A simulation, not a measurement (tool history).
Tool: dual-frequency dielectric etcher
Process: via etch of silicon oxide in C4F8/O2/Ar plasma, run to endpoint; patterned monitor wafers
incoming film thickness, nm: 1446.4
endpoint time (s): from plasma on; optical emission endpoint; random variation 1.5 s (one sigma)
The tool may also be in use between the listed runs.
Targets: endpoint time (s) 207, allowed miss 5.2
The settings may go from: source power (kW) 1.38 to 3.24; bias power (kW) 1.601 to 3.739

run  hour  source power (kW)  bias power (kW)  endpoint time (s)
  1     0               2.31             2.67             239.42
  2   2.1               2.46            2.727             230.06
  3     8               2.46            3.122             220.15
  4  14.3               2.18            3.122             230.67
  5  16.5               2.29            3.162             224.83
  6  24.2               2.29            2.873             234.15
  7  26.1               2.41            2.912             229.24
  8  29.9               2.52            2.959             222.13

Which of these 5 next moves meets every target?
  A  33.7               3.15            3.266                  ?
  B  33.7               2.09            2.887                  ?
  C  33.7               2.85            2.611                  ?
  D  33.7               2.76             3.17                  ?
  E  33.7               2.51             2.89                  ?

move  endpoint time (s)
   A             195.56
   B              239.5
   C             220.54
   D                208
   E             223.19
A: takes the result that was furthest off past its target
B: further off than the last run
C: nearer than the last run, and not there yet
D: meets every target
E: further off than the last run
Move D is the one to make.
